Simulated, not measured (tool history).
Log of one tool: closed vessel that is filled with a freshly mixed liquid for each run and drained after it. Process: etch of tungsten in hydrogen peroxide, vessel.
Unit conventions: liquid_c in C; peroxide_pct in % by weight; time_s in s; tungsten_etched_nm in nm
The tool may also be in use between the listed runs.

run	day	liquid_c	peroxide_pct	time_s	tungsten_etched_nm
1	0	48	26	100	171.97
2	0.046	48	21.5	100	157.03
3	0.1	44	21.5	100	122.55
4	0.325	42	21.5	100	107.48
5	0.6	42	23.5	100	111.89
6	0.712	42	18	100	98.403
7	1.038	41	18	100	92.608
8	1.225	40.5	18	100	89.532
9	1.575	40	18	100	86.544
10	1.629	39.5	18	100	83.333

For run 11, what comes out?
11	1.65	39	18	100	?

tungsten_etched_nm: 80.858 nm

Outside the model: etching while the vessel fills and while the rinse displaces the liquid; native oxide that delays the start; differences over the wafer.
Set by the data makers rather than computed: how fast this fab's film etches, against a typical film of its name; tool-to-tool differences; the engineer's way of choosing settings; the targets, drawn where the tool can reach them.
